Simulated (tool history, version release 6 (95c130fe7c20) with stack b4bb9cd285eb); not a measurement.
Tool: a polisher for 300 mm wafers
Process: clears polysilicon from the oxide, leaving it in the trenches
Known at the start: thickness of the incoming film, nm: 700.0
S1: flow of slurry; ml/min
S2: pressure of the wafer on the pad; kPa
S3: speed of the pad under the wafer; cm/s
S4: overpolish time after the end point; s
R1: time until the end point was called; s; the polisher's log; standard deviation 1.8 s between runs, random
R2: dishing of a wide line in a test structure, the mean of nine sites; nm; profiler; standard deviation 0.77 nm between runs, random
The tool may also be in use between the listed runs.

run 1 hour=0 | S1=280 S2=19.3 S3=96 S4=23 | R1=43.604 R2=77.723
run 2 hour=2.9 | S1=280 S2=15.9 S3=96 S4=23 | R1=54.168 R2=75.569
run 3 hour=9.8 | S1=280 S2=15.9 S3=74 S4=23 | R1=66.364 R2=75.045
run 4 hour=18.7 | S1=280 S2=15.9 S3=74 S4=33 | R1=67.931 R2=77.283
run 5 hour=23.2 | S1=280 S2=13.8 S3=70 S4=31 | R1=83.255 R2=75.816
run 6 hour=28.9 | S1=280 S2=12.4 S3=70 S4=29 | R1=92.135 R2=74.013
run 7 hour=29.5 | S1=280 S2=12.4 S3=70 S4=29 | R1=91.354 R2=73.891
run 8 hour=36.6 | S1=280 S2=11.7 S3=70 S4=29 | R1=93.649 R2=72.213

Run 9 comes next. What will it give?
run 9 hour=40.3 | S1=280 S2=11 S3=68 S4=31 | R1=? R2=?

{"run 9": {"R1": 105.82, "R2": 72.147}}
